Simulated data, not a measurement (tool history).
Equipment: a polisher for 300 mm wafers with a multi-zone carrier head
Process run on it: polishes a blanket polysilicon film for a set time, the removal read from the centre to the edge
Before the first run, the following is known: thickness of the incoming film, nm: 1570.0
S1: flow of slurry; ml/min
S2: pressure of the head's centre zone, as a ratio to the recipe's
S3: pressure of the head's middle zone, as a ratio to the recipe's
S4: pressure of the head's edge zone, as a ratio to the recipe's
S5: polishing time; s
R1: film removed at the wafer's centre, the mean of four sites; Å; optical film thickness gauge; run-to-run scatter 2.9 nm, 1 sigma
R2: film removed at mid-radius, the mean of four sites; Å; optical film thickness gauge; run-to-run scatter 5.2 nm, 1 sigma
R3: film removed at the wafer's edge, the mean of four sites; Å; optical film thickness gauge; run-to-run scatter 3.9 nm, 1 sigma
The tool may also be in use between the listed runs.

{"run": 1, "day": 0.0, "S1": 150, "S2": 1, "S3": 1, "S4": 1, "S5": 76, "R1": 5224.9, "R2": 5225.7, "R3": 5117.7}
{"run": 2, "day": 0.175, "S1": 125, "S2": 1, "S3": 1, "S4": 1, "S5": 76, "R1": 5034.6, "R2": 4995.2, "R3": 5074.7}
{"run": 3, "day": 0.508, "S1": 130, "S2": 0.98, "S3": 1, "S4": 0.98, "S5": 73, "R1": 4685.7, "R2": 4704.4, "R3": 4892.5}
{"run": 4, "day": 0.596, "S1": 130, "S2": 0.94, "S3": 1, "S4": 0.98, "S5": 73, "R1": 4501.6, "R2": 4814.5, "R3": 4835.9}
{"run": 5, "day": 0.767, "S1": 130, "S2": 0.94, "S3": 1.06, "S4": 0.98, "S5": 73, "R1": 4545.7, "R2": 4961, "R3": 4815.6}
{"run": 6, "day": 0.846, "S1": 135, "S2": 0.93, "S3": 1.06, "S4": 0.96, "S5": 70, "R1": 4318.8, "R2": 4642.9, "R3": 4706.9}
{"run": 7, "day": 0.879, "S1": 140, "S2": 0.93, "S3": 1.08, "S4": 0.98, "S5": 67, "R1": 4186.9, "R2": 4595, "R3": 4529.6}
{"run": 8, "day": 1.096, "S1": 145, "S2": 0.93, "S3": 1.1, "S4": 0.96, "S5": 65, "R1": 4092, "R2": 4571.3, "R3": 4403.9}
{"run": 9, "day": 1.208, "S1": 145, "S2": 0.93, "S3": 1.11, "S4": 0.94, "S5": 64, "R1": 3997.3, "R2": 4687.7, "R3": 4285.7}
{"run": 10, "day": 1.229, "S1": 140, "S2": 0.93, "S3": 1.1, "S4": 0.93, "S5": 63, "R1": 3985.3, "R2": 4478.6, "R3": 4140.1}
{"run": 11, "day": 1.425, "S1": 135, "S2": 0.92, "S3": 1.1, "S4": 0.92, "S5": 63, "R1": 3847.2, "R2": 4453.3, "R3": 4072.6}

Run 12 is up next; what results do you expect?
{"run": 12, "day": 1.571, "S1": 130, "S2": 0.92, "S3": 1.09, "S4": 0.92, "S5": 63, "R1": "?", "R2": "?", "R3": "?"}

{"run 12": {"R1": 3865.6, "R2": 4389.2, "R3": 4040.9}}

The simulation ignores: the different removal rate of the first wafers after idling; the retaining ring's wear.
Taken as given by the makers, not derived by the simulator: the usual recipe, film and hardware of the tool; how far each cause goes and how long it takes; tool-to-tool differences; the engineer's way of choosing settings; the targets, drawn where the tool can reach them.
